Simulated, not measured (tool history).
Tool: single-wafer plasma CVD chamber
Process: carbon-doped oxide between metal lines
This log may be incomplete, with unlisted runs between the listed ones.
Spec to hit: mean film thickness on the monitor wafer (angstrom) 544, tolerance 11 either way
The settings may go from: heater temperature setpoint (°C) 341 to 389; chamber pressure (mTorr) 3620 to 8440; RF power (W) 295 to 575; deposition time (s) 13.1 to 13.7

| run | hour | heater temperature setpoint (°C) | chamber pressure (mTorr) | RF power (W) | deposition time (s) | mean film thickness on the monitor wafer (angstrom) |
|---|---|---|---|---|---|---|
| 1 | 0 | 365 | 6030 | 435 | 13.7 | 601.35 |
| 2 | 0.5 | 370 | 6030 | 435 | 13.7 | 597.16 |
| 3 | 4.1 | 370 | 6030 | 475 | 13.7 | 634.15 |
| 4 | 7.7 | 371 | 5920 | 460 | 13.7 | 620.66 |
| 5 | 15.2 | 371 | 4920 | 460 | 13.7 | 605.28 |
| 6 | 20.8 | 381 | 4920 | 460 | 13.7 | 595.74 |
| 7 | 22.4 | 381 | 4860 | 450 | 13.7 | 580.46 |
| 8 | 25.6 | 381 | 4770 | 445 | 13.7 | 578.43 |
| 9 | 27.8 | 381 | 4710 | 440 | 13.7 | 571.51 |
| 10 | 29 | 381 | 4640 | 435 | 13.7 | 561.53 |
| 11 | 31.8 | 381 | 4570 | 435 | 13.7 | 567.23 |
| 12 | 37.8 | 381 | 4520 | 430 | 13.7 | 556.85 |
| 13 | 44.7 | 381 | 4460 | 430 | 13.7 | 553.58 |
| 14 | 52 | 381 | 4410 | 430 | 13.7 | 554.97 |
| 15 | 59.3 | 381 | 4360 | 430 | 13.7 | 556.39 |
| 16 | 63.7 | 381 | 4310 | 430 | 13.7 | 558.19 |
| 17 | 65.5 | 381 | 4280 | 430 | 13.7 | 551.36 |
| 18 | 69.1 | 381 | 4240 | 430 | 13.7 | 555.27 |

4 next moves are on the table. One of them brings every result within its allowed miss. Which?
| A | 72.7 | 380 | 3720 | 445 | 13.7 | ? |
| B | 72.7 | 385 | 4480 | 450 | 13.1 | ? |
| C | 72.7 | 385 | 4260 | 455 | 13.7 | ? |
| D | 72.7 | 379 | 4340 | 445 | 13.7 | ? |

| move | mean film thickness on the monitor wafer (angstrom) |
|---|---|
| A | 563.92 |
| B | 550.48 |
| C | 576.32 |
| D | 574.79 |
A: misses by more than the last run did
B: in spec on every target
C: misses by more than the last run did
D: misses by more than the last run did
Correct choice: B, which meets every target
